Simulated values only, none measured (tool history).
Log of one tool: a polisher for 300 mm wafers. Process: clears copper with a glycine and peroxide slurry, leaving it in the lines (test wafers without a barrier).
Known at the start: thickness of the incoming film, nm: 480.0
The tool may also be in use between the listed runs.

run	hour	flow of slurry (ml/min)	pressure of the wafer on the pad (psi)	speed of the pad under the wafer (cm/s)	overpolish time after the end point (s)	time until the end point was called (s)	dishing of a wide line in a test structure (nm)
1	0	185	2.6	86	17	101.66	62.462
2	6.6	185	2.6	98	17	91.022	66.487
3	7.5	225	2.6	98	17	87.445	67.272
4	9.9	225	2.6	98	20	89.518	76.958
5	14.5	225	2.6	98	25	88.938	90.766
6	23.4	225	2	98	25	104.23	76.573
7	24.3	225	2	98	24	105.97	76.477
8	27.2	225	2	98	22	106.5	70.78

Forecast run 9:
9	32.7	225	2	98	20	?	?

{"run 9": {"time until the end point was called (s)": 104.39, "dishing of a wide line in a test structure (nm)": 65.043}}
